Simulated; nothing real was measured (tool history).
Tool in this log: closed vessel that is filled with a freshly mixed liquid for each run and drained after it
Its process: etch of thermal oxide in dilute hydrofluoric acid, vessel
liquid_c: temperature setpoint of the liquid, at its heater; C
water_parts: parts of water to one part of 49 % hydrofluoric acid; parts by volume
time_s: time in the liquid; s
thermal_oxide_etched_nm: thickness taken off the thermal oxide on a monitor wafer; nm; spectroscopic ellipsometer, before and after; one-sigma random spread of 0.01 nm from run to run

run    day  liquid_c  water_parts  time_s  thermal_oxide_etched_nm
  1      0        21          150     100                   2.5347
  2  0.267      20.5          160     100                   2.3101
  3  0.633        20          170     100                    2.126
  4  0.912      22.5          170     100                   2.3839
  5  1.283      22.5          170     100                   2.3565
  6  1.471      21.5          170     100                   2.2339
  7  1.858      17.5          230     100                   1.3599
  8  2.208      17.5          235     100                   1.3108

Run 9 comes next. What will it give?
  9  2.417        17          240     100                        ?

thermal_oxide_etched_nm: 1.2498 nm
